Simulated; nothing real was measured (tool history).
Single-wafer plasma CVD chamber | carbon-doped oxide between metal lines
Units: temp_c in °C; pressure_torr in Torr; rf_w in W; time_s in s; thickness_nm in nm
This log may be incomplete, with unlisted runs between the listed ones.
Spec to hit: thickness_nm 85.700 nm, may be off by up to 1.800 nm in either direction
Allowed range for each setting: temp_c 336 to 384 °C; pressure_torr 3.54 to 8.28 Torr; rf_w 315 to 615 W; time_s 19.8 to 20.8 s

{"run": 1, "day": 0.0, "temp_c": 360, "pressure_torr": 5.91, "rf_w": 465, "time_s": 20.8, "thickness_nm": 105.06}
{"run": 2, "day": 0.125, "temp_c": 360, "pressure_torr": 5.91, "rf_w": 465, "time_s": 19.8, "thickness_nm": 100.01}
{"run": 3, "day": 0.325, "temp_c": 363, "pressure_torr": 5.63, "rf_w": 440, "time_s": 19.8, "thickness_nm": 95.765}
{"run": 4, "day": 0.65, "temp_c": 363, "pressure_torr": 5.63, "rf_w": 490, "time_s": 19.8, "thickness_nm": 101.82}
{"run": 5, "day": 0.954, "temp_c": 363, "pressure_torr": 5.63, "rf_w": 450, "time_s": 19.8, "thickness_nm": 96.746}
{"run": 6, "day": 1.312, "temp_c": 366, "pressure_torr": 5.3, "rf_w": 435, "time_s": 19.8, "thickness_nm": 94.13}
{"run": 7, "day": 1.579, "temp_c": 366, "pressure_torr": 5.3, "rf_w": 435, "time_s": 19.8, "thickness_nm": 93.378}
{"run": 8, "day": 1.725, "temp_c": 368, "pressure_torr": 5.04, "rf_w": 425, "time_s": 19.8, "thickness_nm": 91.512}
{"run": 9, "day": 1.825, "temp_c": 370, "pressure_torr": 4.86, "rf_w": 415, "time_s": 19.8, "thickness_nm": 89.243}
{"run": 10, "day": 1.971, "temp_c": 371, "pressure_torr": 4.73, "rf_w": 410, "time_s": 19.8, "thickness_nm": 87.867}
{"run": 11, "day": 2.304, "temp_c": 372, "pressure_torr": 4.64, "rf_w": 410, "time_s": 19.8, "thickness_nm": 88.011}

Which of these 4 next moves meets every target?
{"run": "A", "day": 2.638, "temp_c": 384, "pressure_torr": 4.62, "rf_w": 370, "time_s": 20.8, "thickness_nm": "?"}
{"run": "B", "day": 2.638, "temp_c": 365, "pressure_torr": 4.27, "rf_w": 385, "time_s": 20.8, "thickness_nm": "?"}
{"run": "C", "day": 2.638, "temp_c": 383, "pressure_torr": 6.21, "rf_w": 380, "time_s": 20.8, "thickness_nm": "?"}
{"run": "D", "day": 2.638, "temp_c": 379, "pressure_torr": 5.02, "rf_w": 455, "time_s": 20.0, "thickness_nm": "?"}

move=A thickness_nm=85.235
move=B thickness_nm=89.550
move=C thickness_nm=89.972
move=D thickness_nm=94.306
A: every result within its allowed miss
B: moves away from the targets compared with the last run
C: moves away from the targets compared with the last run
D: moves away from the targets compared with the last run
Correct choice: A, which meets every target
